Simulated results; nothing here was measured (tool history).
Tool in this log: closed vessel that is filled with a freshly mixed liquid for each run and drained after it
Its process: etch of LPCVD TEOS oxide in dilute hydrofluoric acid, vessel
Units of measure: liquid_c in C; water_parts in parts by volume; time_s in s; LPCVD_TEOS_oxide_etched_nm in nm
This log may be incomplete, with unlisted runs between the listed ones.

| run | hour | liquid_c | water_parts | time_s | LPCVD_TEOS_oxide_etched_nm |
|---|---|---|---|---|---|
| 1 | 0 | 25 | 155 | 120 | 40.952 |
| 2 | 6.5 | 27.5 | 115 | 120 | 63.281 |
| 3 | 11.7 | 29.5 | 95 | 120 | 84.766 |
| 4 | 13.3 | 29.5 | 140 | 120 | 54.254 |
| 5 | 16 | 29.5 | 165 | 120 | 44.459 |
| 6 | 17.8 | 30.5 | 130 | 120 | 60.882 |
| 7 | 18.6 | 31.5 | 105 | 120 | 81.297 |
| 8 | 23.4 | 33 | 50 | 120 | 197.06 |
| 9 | 30 | 31 | 50 | 120 | 183.12 |
| 10 | 35.4 | 27 | 50 | 120 | 155.95 |
| 11 | 42.1 | 25.5 | 50 | 120 | 146.73 |

Run 12 is up next; what results do you expect?
| 12 | 47.4 | 22.5 | 50 | 120 | ? |

{"run 12": {"LPCVD_TEOS_oxide_etched_nm": 129.14}}

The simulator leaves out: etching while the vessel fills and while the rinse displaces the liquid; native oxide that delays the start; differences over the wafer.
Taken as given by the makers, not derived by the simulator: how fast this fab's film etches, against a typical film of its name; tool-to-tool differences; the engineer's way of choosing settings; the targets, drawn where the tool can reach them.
